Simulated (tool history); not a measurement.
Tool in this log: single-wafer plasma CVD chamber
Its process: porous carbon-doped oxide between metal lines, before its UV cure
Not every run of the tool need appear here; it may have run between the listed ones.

run	day	heater temperature setpoint (°C)	RF power (kW)	deposition time (s)	mean film thickness on the monitor wafer (Å)
1	0	295	0.505	33	1560
2	0.262	295	0.465	33	1451.9
3	0.521	288	0.465	33	1509
4	0.762	288	0.465	34.1	1554.6
5	0.967	291	0.455	34.1	1490.6
6	1.162	284	0.455	34.1	1568.5
7	1.275	296	0.43	34.1	1382

Run 8 comes next. What will it give?
8	1.617	298	0.43	34.1	?

Run 8 came out at mean film thickness on the monitor wafer (Å) 1361.8.
